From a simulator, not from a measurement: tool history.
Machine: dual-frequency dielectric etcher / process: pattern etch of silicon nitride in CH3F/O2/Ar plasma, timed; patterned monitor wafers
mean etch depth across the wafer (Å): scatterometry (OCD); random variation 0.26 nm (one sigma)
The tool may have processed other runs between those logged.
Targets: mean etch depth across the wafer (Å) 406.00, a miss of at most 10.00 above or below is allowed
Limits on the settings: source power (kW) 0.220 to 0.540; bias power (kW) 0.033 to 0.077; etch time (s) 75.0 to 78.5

run  hour  source power (kW)  bias power (kW)  etch time (s)  mean etch depth across the wafer (Å)
  1   0.0              0.380            0.055           75.0                                450.44
  2   4.3              0.370            0.055           75.0                                442.94
  3   9.3              0.400            0.055           75.0                                465.65
  4  12.4              0.400            0.055           75.0                                461.80
  5  16.3              0.400            0.055           78.5                                483.14
  6  17.1              0.390            0.054           78.5                                479.41
  7  19.8              0.380            0.053           78.5                                471.34
  8  26.4              0.300            0.047           78.0                                394.66

Next run, 4 choices. One meets every target within its allowed miss, the rest don't. Which?
  A  33.0              0.310            0.046           75.0                                     ?
  B  33.0              0.300            0.047           76.0                                     ?
  C  33.0              0.290            0.058           78.0                                     ?
  D  33.0              0.290            0.044           78.5                                     ?

move  mean etch depth across the wafer (Å)
   A                                386.15
   B                                385.82
   C                                411.37
   D                                383.48
A: further off than the last run
B: further off than the last run
C: all results land within tolerance of their targets
D: further off than the last run
Answer: C
